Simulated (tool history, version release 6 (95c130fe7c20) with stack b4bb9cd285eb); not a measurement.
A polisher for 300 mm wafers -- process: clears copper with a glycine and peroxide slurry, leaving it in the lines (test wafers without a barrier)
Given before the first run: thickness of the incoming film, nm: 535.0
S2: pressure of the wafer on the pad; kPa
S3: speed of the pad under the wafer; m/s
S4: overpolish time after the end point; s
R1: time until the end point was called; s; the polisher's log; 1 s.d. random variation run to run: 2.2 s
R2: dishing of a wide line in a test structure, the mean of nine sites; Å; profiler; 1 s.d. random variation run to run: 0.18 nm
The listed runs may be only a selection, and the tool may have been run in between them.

{"run": 1, "hour": 0.0, "flow of slurry (ml/min)": 125, "S2": 12.4, "S3": 1.28, "S4": 8, "R1": 123.26, "R2": 253.78}
{"run": 2, "hour": 8.2, "flow of slurry (ml/min)": 125, "S2": 12.4, "S3": 1.52, "S4": 8, "R1": 109.97, "R2": 284.11}
{"run": 3, "hour": 11.5, "flow of slurry (ml/min)": 125, "S2": 9.7, "S3": 1.52, "S4": 8, "R1": 122.27, "R2": 243.98}
{"run": 4, "hour": 12.7, "flow of slurry (ml/min)": 125, "S2": 9, "S3": 1.46, "S4": 7, "R1": 132.77, "R2": 203.86}
{"run": 5, "hour": 17.5, "flow of slurry (ml/min)": 125, "S2": 8.3, "S3": 1.42, "S4": 7, "R1": 142.41, "R2": 195.57}
{"run": 6, "hour": 18.9, "flow of slurry (ml/min)": 125, "S2": 8.3, "S3": 1.54, "S4": 7, "R1": 135.79, "R2": 202.77}
{"run": 7, "hour": 23.0, "flow of slurry (ml/min)": 125, "S2": 8.3, "S3": 1.5, "S4": 6, "R1": 133.86, "R2": 176.99}

What will run 8 give?
{"hour": 30.2, "done": "slurry nozzle cleaned"}
{"run": 8, "hour": 30.2, "flow of slurry (ml/min)": 125, "S2": 7.6, "S3": 1.48, "S4": 6, "R1": "?", "R2": "?"}

Run 8 came out at R1 130.98 s, R2 183.49 Å.

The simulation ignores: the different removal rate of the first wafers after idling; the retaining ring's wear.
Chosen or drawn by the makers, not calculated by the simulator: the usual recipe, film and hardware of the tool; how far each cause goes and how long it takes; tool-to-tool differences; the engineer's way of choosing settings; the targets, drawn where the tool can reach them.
